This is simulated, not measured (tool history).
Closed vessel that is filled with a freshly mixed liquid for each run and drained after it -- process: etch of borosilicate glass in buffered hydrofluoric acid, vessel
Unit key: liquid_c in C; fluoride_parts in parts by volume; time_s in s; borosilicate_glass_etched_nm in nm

Run 1, hour 0.0: liquid_c 24.0 C, fluoride_parts 21.5 parts by volume, time_s 90 s. Result: borosilicate_glass_etched_nm 64.653 nm.
Run 2, hour 6.9: liquid_c 24.0 C, fluoride_parts 17.5 parts by volume, time_s 90 s. Result: borosilicate_glass_etched_nm 79.099 nm.
Run 3, hour 10.4: liquid_c 24.0 C, fluoride_parts 17.5 parts by volume, time_s 90 s. Result: borosilicate_glass_etched_nm 79.284 nm.
Run 4, hour 16.9: liquid_c 24.0 C, fluoride_parts 21.5 parts by volume, time_s 90 s. Result: borosilicate_glass_etched_nm 64.789 nm.
Run 5, hour 22.0: liquid_c 26.5 C, fluoride_parts 21.5 parts by volume, time_s 90 s. Result: borosilicate_glass_etched_nm 73.899 nm.
At hour 22.6: hydrofluoric acid flow meter replaced.
Run 6, hour 22.6: liquid_c 28.0 C, fluoride_parts 21.5 parts by volume, time_s 90 s. Result: borosilicate_glass_etched_nm 73.967 nm.
Run 7, hour 23.5: liquid_c 29.0 C, fluoride_parts 20.5 parts by volume, time_s 90 s. Result: borosilicate_glass_etched_nm 81.411 nm.
Run 8, hour 24.4: liquid_c 30.0 C, fluoride_parts 20.0 parts by volume, time_s 90 s. Result: borosilicate_glass_etched_nm 86.371 nm.

Run 9 is up next; what results do you expect?
Run 9, hour 32.7: liquid_c 30.5 C, fluoride_parts 19.5 parts by volume, time_s 90 s. Result: borosilicate_glass_etched_nm ?.

Run 9 came out at borosilicate_glass_etched_nm 90.943 nm.

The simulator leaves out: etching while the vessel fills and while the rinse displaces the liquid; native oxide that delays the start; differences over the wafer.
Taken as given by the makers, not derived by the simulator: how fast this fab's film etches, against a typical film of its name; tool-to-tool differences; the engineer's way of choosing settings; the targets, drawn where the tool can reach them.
